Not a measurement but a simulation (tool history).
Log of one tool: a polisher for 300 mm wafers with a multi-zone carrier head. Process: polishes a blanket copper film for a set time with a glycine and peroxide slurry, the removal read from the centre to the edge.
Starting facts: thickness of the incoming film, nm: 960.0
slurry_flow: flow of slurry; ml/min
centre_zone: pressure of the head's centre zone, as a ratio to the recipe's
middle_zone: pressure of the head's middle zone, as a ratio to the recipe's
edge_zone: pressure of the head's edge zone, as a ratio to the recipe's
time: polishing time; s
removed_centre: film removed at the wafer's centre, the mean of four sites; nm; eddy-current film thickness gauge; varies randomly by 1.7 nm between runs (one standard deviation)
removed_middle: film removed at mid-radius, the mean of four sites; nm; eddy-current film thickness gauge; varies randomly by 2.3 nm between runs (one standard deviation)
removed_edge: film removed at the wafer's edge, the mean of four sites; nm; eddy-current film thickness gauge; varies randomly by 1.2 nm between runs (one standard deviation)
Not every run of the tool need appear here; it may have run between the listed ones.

Run 1, day 0.000: slurry_flow 225 ml/min, centre_zone 1.00, middle_zone 1.00, edge_zone 1.00, time 49 s. Result: removed_centre 280.20 nm, removed_middle 286.82 nm, removed_edge 294.93 nm.
Run 2, day 0.050: slurry_flow 270 ml/min, centre_zone 1.00, middle_zone 1.00, edge_zone 1.00, time 49 s. Result: removed_centre 289.92 nm, removed_middle 299.93 nm, removed_edge 300.99 nm.
Run 3, day 0.092: slurry_flow 270 ml/min, centre_zone 1.00, middle_zone 1.07, edge_zone 1.00, time 49 s. Result: removed_centre 292.40 nm, removed_middle 315.08 nm, removed_edge 296.20 nm.
Run 4, day 0.408: slurry_flow 260 ml/min, centre_zone 1.01, middle_zone 1.04, edge_zone 0.97, time 44 s. Result: removed_centre 262.50 nm, removed_middle 278.21 nm, removed_edge 262.99 nm.
Run 5, day 0.621: slurry_flow 285 ml/min, centre_zone 1.01, middle_zone 1.04, edge_zone 0.97, time 44 s. Result: removed_centre 261.61 nm, removed_middle 279.66 nm, removed_edge 264.24 nm.
Run 6, day 0.696: slurry_flow 285 ml/min, centre_zone 1.01, middle_zone 1.08, edge_zone 0.97, time 44 s. Result: removed_centre 261.86 nm, removed_middle 287.54 nm, removed_edge 264.98 nm.
Run 7, day 0.921: slurry_flow 285 ml/min, centre_zone 1.01, middle_zone 1.08, edge_zone 0.97, time 44 s. Result: removed_centre 264.51 nm, removed_middle 288.03 nm, removed_edge 270.29 nm.
Run 8, day 1.112: slurry_flow 270 ml/min, centre_zone 1.02, middle_zone 1.03, edge_zone 0.94, time 41 s. Result: removed_centre 249.27 nm, removed_middle 255.50 nm, removed_edge 242.73 nm.
Run 9, day 1.300: slurry_flow 260 ml/min, centre_zone 1.01, middle_zone 1.00, edge_zone 0.91, time 39 s. Result: removed_centre 232.11 nm, removed_middle 238.98 nm, removed_edge 229.07 nm.

Run 10 comes next. What will it give?
Run 10, day 1.562: slurry_flow 225 ml/min, centre_zone 1.05, middle_zone 0.90, edge_zone 0.82, time 29 s. Result: removed_centre ?, removed_middle ?, removed_edge ?.

{"run 10": {"removed_centre": 176.49, "removed_middle": 159.1, "removed_edge": 158.47}}

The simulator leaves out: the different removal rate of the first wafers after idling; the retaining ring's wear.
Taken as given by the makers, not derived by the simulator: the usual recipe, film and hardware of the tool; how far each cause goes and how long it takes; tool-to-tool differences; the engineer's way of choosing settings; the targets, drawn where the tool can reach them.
